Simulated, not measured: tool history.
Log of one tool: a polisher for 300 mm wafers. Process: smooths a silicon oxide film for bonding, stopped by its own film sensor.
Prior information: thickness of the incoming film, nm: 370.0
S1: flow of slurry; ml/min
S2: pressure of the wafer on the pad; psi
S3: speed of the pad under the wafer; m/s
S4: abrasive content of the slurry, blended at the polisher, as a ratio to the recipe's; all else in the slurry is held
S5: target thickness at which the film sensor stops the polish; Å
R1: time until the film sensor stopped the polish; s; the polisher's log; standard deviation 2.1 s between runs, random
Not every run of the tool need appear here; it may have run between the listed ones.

{"run": 1, "hour": 0.0, "S1": 165, "S2": 2.4, "S3": 1, "S4": 1, "S5": 3040, "R1": 68.382}
{"run": 2, "hour": 1.3, "S1": 140, "S2": 2.4, "S3": 1, "S4": 1, "S5": 3040, "R1": 70.018}
{"run": 3, "hour": 7.9, "S1": 140, "S2": 2, "S3": 0.92, "S4": 1, "S5": 3040, "R1": 88.294}
{"run": 4, "hour": 11.4, "S1": 140, "S2": 2, "S3": 1, "S4": 1, "S5": 3040, "R1": 83.03}
{"run": 5, "hour": 18.2, "S1": 140, "S2": 1.7, "S3": 0.92, "S4": 1, "S5": 3040, "R1": 103.21}
{"run": 6, "hour": 26.6, "S1": 120, "S2": 1.7, "S3": 0.92, "S4": 1, "S5": 3040, "R1": 104.53}

Run 7 comes next. What will it give?
{"run": 7, "hour": 34.6, "S1": 120, "S2": 1.5, "S3": 0.88, "S4": 1, "S5": 3040, "R1": "?"}

Run 7 gave R1 122.19 s.
